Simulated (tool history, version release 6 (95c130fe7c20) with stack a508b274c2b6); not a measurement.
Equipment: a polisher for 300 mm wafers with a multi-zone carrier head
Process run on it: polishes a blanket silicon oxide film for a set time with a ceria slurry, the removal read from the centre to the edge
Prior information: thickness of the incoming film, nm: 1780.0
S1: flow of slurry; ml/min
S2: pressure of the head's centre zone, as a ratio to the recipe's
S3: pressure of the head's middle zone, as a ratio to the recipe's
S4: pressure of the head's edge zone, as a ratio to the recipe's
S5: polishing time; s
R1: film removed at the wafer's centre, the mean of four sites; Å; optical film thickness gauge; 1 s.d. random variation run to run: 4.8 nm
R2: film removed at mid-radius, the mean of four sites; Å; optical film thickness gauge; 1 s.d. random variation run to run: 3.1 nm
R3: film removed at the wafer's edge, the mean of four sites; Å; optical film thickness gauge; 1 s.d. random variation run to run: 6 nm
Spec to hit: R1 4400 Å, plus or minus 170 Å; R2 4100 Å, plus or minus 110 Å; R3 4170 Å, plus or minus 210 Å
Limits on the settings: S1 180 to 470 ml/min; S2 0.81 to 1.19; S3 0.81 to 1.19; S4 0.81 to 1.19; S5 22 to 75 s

| run | hour | S1 | S2 | S3 | S4 | S5 | R1 | R2 | R3 |
|---|---|---|---|---|---|---|---|---|---|
| 1 | 0 | 300 | 1 | 1 | 1 | 48 | 3006.9 | 3115.2 | 2901.6 |
| 2 | 3.2 | 300 | 1 | 1 | 1 | 57 | 3564.1 | 3664.2 | 3445.6 |
| 3 | 8.6 | 300 | 1.01 | 1 | 1.02 | 58 | 3693 | 3764.9 | 3583.8 |
| 4 | 15.5 | 300 | 1.01 | 1 | 0.96 | 58 | 3747.4 | 3720.6 | 3458.4 |
| 5 | 24.3 | 375 | 1.01 | 1 | 0.96 | 58 | 3793.2 | 3807 | 3387.5 |
| 6 | 30.3 | 365 | 1.02 | 1 | 0.98 | 58 | 3826.9 | 3779.4 | 3512.6 |
| 7 | 32.4 | 365 | 1.02 | 1 | 0.98 | 58 | 3863.7 | 3794.9 | 3554.9 |
| 8 | 37.4 | 365 | 1.02 | 1 | 0.98 | 58 | 3802.2 | 3812.7 | 3529.7 |
|  | 38.6 | edge zone pressure recalibrated |
| 9 | 38.6 | 365 | 1.03 | 1 | 0.99 | 58 | 3901.3 | 3803.1 | 3756.4 |
| 10 | 41.4 | 365 | 1.04 | 1.01 | 0.99 | 58 | 3840.6 | 3839.6 | 3743.3 |

Which single option among these 4 for the next run brings every result within its allowed miss of target? Just one does.
| A | 44.2 | 345 | 1.19 | 0.82 | 0.97 | 63 | ? | ? | ? |
| B | 44.2 | 320 | 1.05 | 1.06 | 0.98 | 61 | ? | ? | ? |
| C | 44.2 | 340 | 1.03 | 1.11 | 1.02 | 48 | ? | ? | ? |
| D | 44.2 | 405 | 1.05 | 0.96 | 0.98 | 64 | ? | ? | ? |

| move | R1 | R2 | R3 |
|---|---|---|---|
| A | 4782.5 | 3480.5 | 3967.8 |
| B | 4060.5 | 4151.5 | 3828.8 |
| C | 3153 | 3415.9 | 3079.5 |
| D | 4345.8 | 4081 | 4080.6 |
A: takes the biggest miss from the last run beyond its target
B: better than the last run, though not everything is in spec
C: misses by more than the last run did
D: every result lands within tolerance
D is the move that brings every result within its allowed miss.

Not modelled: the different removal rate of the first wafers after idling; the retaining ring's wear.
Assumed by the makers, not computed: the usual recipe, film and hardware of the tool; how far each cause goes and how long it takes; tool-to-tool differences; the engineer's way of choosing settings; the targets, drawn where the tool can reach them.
